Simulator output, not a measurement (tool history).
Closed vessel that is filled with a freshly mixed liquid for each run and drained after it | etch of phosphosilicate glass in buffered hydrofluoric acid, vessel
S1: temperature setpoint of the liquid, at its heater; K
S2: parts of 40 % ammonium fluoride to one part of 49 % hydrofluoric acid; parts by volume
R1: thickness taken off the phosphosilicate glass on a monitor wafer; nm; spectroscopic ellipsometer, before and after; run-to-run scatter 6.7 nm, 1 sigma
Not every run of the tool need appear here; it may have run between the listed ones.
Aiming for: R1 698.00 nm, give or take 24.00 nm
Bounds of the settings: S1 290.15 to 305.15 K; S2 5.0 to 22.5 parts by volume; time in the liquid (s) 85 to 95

run 1 hour=0.0 | S1=298.15 S2=13.5 time_in_the_liquid_(s)=85 | R1=307.16
run 2 hour=5.7 | S1=298.15 S2=16.5 time_in_the_liquid_(s)=85 | R1=247.76
run 3 hour=12.4 | S1=298.15 S2=16.5 time_in_the_liquid_(s)=95 | R1=283.27
run 4 hour=17.1 | S1=299.15 S2=15.5 time_in_the_liquid_(s)=95 | R1=316.63
run 5 hour=22.2 | S1=300.15 S2=14.5 time_in_the_liquid_(s)=95 | R1=355.01
run 6 hour=27.0 | S1=300.65 S2=13.5 time_in_the_liquid_(s)=95 | R1=391.91
run 7 hour=27.8 | S1=301.15 S2=12.5 time_in_the_liquid_(s)=95 | R1=440.04
run 8 hour=30.6 | S1=301.65 S2=12.0 time_in_the_liquid_(s)=95 | R1=466.00
run 9 hour=35.8 | S1=301.65 S2=12.0 time_in_the_liquid_(s)=95 | R1=460.96
run 10 hour=39.6 | S1=302.15 S2=11.5 time_in_the_liquid_(s)=95 | R1=486.83
run 11 hour=45.7 | S1=302.65 S2=11.0 time_in_the_liquid_(s)=95 | R1=540.83

5 next moves are on the table. One of them brings every result within its allowed miss. Which?
run A hour=51.8 | S1=303.65 S2=8.5 time_in_the_liquid_(s)=95 | R1=?
run B hour=51.8 | S1=301.15 S2=11.0 time_in_the_liquid_(s)=90 | R1=?
run C hour=51.8 | S1=302.15 S2=14.0 time_in_the_liquid_(s)=90 | R1=?
run D hour=51.8 | S1=297.65 S2=8.5 time_in_the_liquid_(s)=85 | R1=?
run E hour=51.8 | S1=302.15 S2=13.0 time_in_the_liquid_(s)=95 | R1=?

move=A R1=706.25
move=B R1=470.31
move=C R1=391.83
move=D R1=459.07
move=E R1=444.71
A: all results land within tolerance of their targets
B: the biggest miss grows against the last run
C: the biggest miss grows against the last run
D: the biggest miss grows against the last run
E: the biggest miss grows against the last run
A is the move that brings every result within its allowed miss.

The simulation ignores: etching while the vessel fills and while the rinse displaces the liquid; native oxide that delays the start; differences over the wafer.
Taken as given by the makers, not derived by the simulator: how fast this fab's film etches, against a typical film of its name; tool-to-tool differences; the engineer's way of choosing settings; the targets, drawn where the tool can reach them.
